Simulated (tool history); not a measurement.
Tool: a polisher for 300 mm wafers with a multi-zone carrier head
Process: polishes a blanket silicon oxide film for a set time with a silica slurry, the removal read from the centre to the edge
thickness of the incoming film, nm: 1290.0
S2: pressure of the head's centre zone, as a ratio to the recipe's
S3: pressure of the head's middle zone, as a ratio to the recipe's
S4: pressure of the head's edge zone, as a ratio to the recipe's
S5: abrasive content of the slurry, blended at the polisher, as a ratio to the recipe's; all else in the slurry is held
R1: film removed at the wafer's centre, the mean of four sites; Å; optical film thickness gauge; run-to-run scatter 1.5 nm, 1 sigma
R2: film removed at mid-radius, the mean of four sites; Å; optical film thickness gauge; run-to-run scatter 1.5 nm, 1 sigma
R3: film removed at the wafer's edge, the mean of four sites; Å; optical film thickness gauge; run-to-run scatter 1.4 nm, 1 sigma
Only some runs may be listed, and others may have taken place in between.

run 1 hour=0 | flow_of_slurry_(ml/min)=265 S2=1 S3=1 S4=1 S5=1 polishing_time_(s)=74 | R1=1924.5 R2=1873.4 R3=1870.1
run 2 hour=3.9 | flow_of_slurry_(ml/min)=265 S2=1 S3=1 S4=1 S5=1 polishing_time_(s)=90 | R1=2332.5 R2=2282.4 R3=2310.1
run 3 hour=9.7 | flow_of_slurry_(ml/min)=300 S2=1 S3=1 S4=1 S5=1 polishing_time_(s)=90 | R1=2365.1 R2=2312.7 R3=2320.4
run 4 hour=13.7 | flow_of_slurry_(ml/min)=305 S2=0.96 S3=1.02 S4=0.97 S5=0.85 polishing_time_(s)=87 | R1=2153.5 R2=2167.2 R3=2096.9
run 5 hour=18.5 | flow_of_slurry_(ml/min)=305 S2=0.96 S3=1.02 S4=0.91 S5=0.85 polishing_time_(s)=87 | R1=2117.4 R2=2175.8 R3=2025.8
run 6 hour=20.3 | flow_of_slurry_(ml/min)=305 S2=0.96 S3=1.02 S4=0.91 S5=0.65 polishing_time_(s)=87 | R1=1970 R2=2054.8 R3=1902.7
run 7 hour=29.1 | flow_of_slurry_(ml/min)=295 S2=0.93 S3=1.03 S4=0.89 S5=0.6 polishing_time_(s)=84 | R1=1772.5 R2=1906.3 R3=1778.8

The next listed run, before its measurement:
run 8 hour=37.6 | flow_of_slurry_(ml/min)=290 S2=0.92 S3=1.05 S4=0.87 S5=0.55 polishing_time_(s)=82 | R1=? R2=? R3=?

{"run 8": {"R1": 1694.8, "R2": 1854.7, "R3": 1672.7}}
